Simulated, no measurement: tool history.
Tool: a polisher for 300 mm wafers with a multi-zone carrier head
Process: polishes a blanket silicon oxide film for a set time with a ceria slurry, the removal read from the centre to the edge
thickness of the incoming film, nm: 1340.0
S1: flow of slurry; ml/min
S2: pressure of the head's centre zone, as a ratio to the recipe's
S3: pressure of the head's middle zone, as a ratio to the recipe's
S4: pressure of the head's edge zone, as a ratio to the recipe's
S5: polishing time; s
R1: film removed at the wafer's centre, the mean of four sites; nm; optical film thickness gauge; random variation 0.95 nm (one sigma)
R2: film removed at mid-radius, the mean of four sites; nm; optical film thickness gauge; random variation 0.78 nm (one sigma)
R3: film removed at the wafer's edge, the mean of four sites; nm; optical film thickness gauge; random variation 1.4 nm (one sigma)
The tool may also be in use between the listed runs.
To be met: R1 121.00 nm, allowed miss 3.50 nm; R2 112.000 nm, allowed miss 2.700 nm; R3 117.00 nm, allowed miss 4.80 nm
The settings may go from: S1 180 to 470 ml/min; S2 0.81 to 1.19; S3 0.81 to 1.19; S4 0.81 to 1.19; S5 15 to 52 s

run  hour   S1    S2    S3    S4  S5      R1       R2      R3
  1   0.0  300  1.00  1.00  1.00  33   98.78   98.306  101.00
  2   8.0  300  1.05  1.00  1.00  33  104.43   98.691  101.11
  3  13.0  300  1.05  1.00  1.07  33  106.34   98.953  101.46
  4  17.5  305  1.05  1.00  1.08  34  107.34  100.180  107.33
  5  25.8  315  1.06  1.02  1.09  34  108.62  104.570  106.58
  6  34.2  325  1.07  1.02  1.10  34  109.26  104.630  108.14
  7  39.3  340  1.09  1.02  1.11  34  113.66  104.740  110.26
  8  46.3  350  1.10  1.03  1.12  34  114.57  104.340  109.58
  9  47.8  345  1.11  1.07  1.17  36  121.20  115.360  119.57
 10  53.9  340  1.11  1.07  1.17  36  124.43  116.740  118.38

Which of these 4 next moves meets every target?
  A  60.0  325  1.09  1.01  1.08  37   ?   ?   ?
  B  60.0  335  1.09  1.10  1.13  38   ?   ?   ?
  C  60.0  350  1.18  1.04  1.14  35   ?   ?   ?
  D  60.0  390  1.16  1.10  1.19  35   ?   ?   ?

move      R1       R2      R3
   A  122.85  111.420  117.23
   B  126.65  123.400  123.10
   C  126.86  108.730  114.30
   D  126.00  115.100  117.41
A: meets every target
B: further off than the last run
C: takes the result that was furthest off past its target
D: nearer than the last run, and not there yet
Answer: A
